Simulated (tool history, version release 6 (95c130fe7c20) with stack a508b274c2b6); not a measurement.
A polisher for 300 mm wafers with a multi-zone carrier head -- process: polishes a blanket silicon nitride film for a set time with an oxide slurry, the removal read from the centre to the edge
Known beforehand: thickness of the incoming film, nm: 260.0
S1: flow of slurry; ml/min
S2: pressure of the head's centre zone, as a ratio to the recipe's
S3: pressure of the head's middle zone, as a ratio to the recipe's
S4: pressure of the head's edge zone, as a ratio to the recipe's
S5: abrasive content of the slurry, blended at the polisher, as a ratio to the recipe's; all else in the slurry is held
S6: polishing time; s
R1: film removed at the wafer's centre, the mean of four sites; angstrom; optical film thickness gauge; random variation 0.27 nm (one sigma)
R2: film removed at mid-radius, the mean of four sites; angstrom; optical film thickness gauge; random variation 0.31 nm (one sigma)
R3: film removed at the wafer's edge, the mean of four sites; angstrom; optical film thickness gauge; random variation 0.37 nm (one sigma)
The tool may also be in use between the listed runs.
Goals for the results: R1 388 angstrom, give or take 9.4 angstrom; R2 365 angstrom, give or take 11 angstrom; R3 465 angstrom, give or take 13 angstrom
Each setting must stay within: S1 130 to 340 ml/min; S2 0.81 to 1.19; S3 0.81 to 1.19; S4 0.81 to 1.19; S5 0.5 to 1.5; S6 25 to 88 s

{"run": 1, "hour": 0.0, "S1": 220, "S2": 1, "S3": 1, "S4": 1, "S5": 1, "S6": 56, "R1": 328.63, "R2": 352.78, "R3": 360.49}
{"run": 2, "hour": 2.7, "S1": 220, "S2": 1, "S3": 1.08, "S4": 1, "S5": 1, "S6": 56, "R1": 330.43, "R2": 366.59, "R3": 356.02}
{"run": 3, "hour": 5.5, "S1": 220, "S2": 1.07, "S3": 1.08, "S4": 1, "S5": 1, "S6": 56, "R1": 351.3, "R2": 375.5, "R3": 354.98}
{"run": 4, "hour": 9.1, "S1": 230, "S2": 1.06, "S3": 1.02, "S4": 1.05, "S5": 1.05, "S6": 56, "R1": 363.29, "R2": 366.25, "R3": 377.99}
{"run": 5, "hour": 9.8, "S1": 230, "S2": 1.06, "S3": 1.02, "S4": 1.11, "S5": 1.05, "S6": 56, "R1": 361.9, "R2": 362.88, "R3": 396.14}
{"run": 6, "hour": 11.4, "S1": 230, "S2": 1.06, "S3": 1.02, "S4": 1.19, "S5": 1.05, "S6": 56, "R1": 367.07, "R2": 371.61, "R3": 404.45}
{"run": 7, "hour": 19.2, "S1": 250, "S2": 0.97, "S3": 0.92, "S4": 1.19, "S5": 1.3, "S6": 56, "R1": 365.52, "R2": 372.64, "R3": 448.74}
{"run": 8, "hour": 26.7, "S1": 255, "S2": 0.98, "S3": 0.9, "S4": 1.19, "S5": 1.3, "S6": 56, "R1": 371.65, "R2": 367.41, "R3": 449.64}
{"run": 9, "hour": 34.5, "S1": 260, "S2": 0.98, "S3": 0.89, "S4": 1.19, "S5": 1.3, "S6": 56, "R1": 372.08, "R2": 365.77, "R3": 449.22}
{"run": 10, "hour": 36.2, "S1": 260, "S2": 0.98, "S3": 0.88, "S4": 1.19, "S5": 1.3, "S6": 56, "R1": 373.41, "R2": 360.21, "R3": 452.51}

Which of these 4 next moves meets every target?
{"run": "A", "hour": 37.9, "S1": 265, "S2": 1.02, "S3": 0.88, "S4": 1.17, "S5": 1.25, "S6": 54, "R1": "?", "R2": "?", "R3": "?"}
{"run": "B", "hour": 37.9, "S1": 270, "S2": 1.08, "S3": 0.93, "S4": 1.16, "S5": 1.25, "S6": 55, "R1": "?", "R2": "?", "R3": "?"}
{"run": "C", "hour": 37.9, "S1": 265, "S2": 0.98, "S3": 0.86, "S4": 1.19, "S5": 1.15, "S6": 61, "R1": "?", "R2": "?", "R3": "?"}
{"run": "D", "hour": 37.9, "S1": 185, "S2": 1.03, "S3": 0.91, "S4": 1.19, "S5": 1.15, "S6": 60, "R1": "?", "R2": "?", "R3": "?"}

move=A R1=373.99 R2=348.36 R3=424.15
move=B R1=404.79 R2=372.18 R3=430.5
move=C R1=390.68 R2=372.01 R3=465.77
move=D R1=381.67 R2=363.95 R3=440.5
A: the biggest miss grows against the last run
B: takes the result that was furthest off past its target
C: in spec on every target
D: the furthest-off result lands on target, but another misses its tolerance
The right move is C.
